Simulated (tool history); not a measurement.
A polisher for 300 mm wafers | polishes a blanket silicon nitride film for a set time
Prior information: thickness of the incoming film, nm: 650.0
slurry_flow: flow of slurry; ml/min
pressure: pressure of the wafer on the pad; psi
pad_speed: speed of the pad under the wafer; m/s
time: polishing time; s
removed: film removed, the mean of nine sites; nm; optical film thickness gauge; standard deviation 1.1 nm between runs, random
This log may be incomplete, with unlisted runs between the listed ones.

run  hour  slurry_flow  pressure  pad_speed  time  removed
  1     0          140         3        1.1    78   112.67
  2   8.3          140         3       0.84    78   90.895
  3  15.9          145       3.2       0.84    78   97.397
  4  19.9          170       3.2       0.84    78   99.441
  5  21.8          135       3.2       0.84    78   94.532
  6    24          135       3.2       0.58    78   71.431
  7  27.6          145       3.4        0.6    78   79.037
  8  31.5          150       3.6       0.62    78   86.717
  9  34.3          155       3.8       0.64    78   92.968
 10  41.3          160       3.9       0.66    78   99.505
 11  47.4          165         4       0.68    78   104.68
 12  53.1          170       4.1        0.7    78      110

Run 13 is up next; what results do you expect?
 13  53.8          175       4.2       0.72    78        ?

Run 13 measured removed 115.71 nm.

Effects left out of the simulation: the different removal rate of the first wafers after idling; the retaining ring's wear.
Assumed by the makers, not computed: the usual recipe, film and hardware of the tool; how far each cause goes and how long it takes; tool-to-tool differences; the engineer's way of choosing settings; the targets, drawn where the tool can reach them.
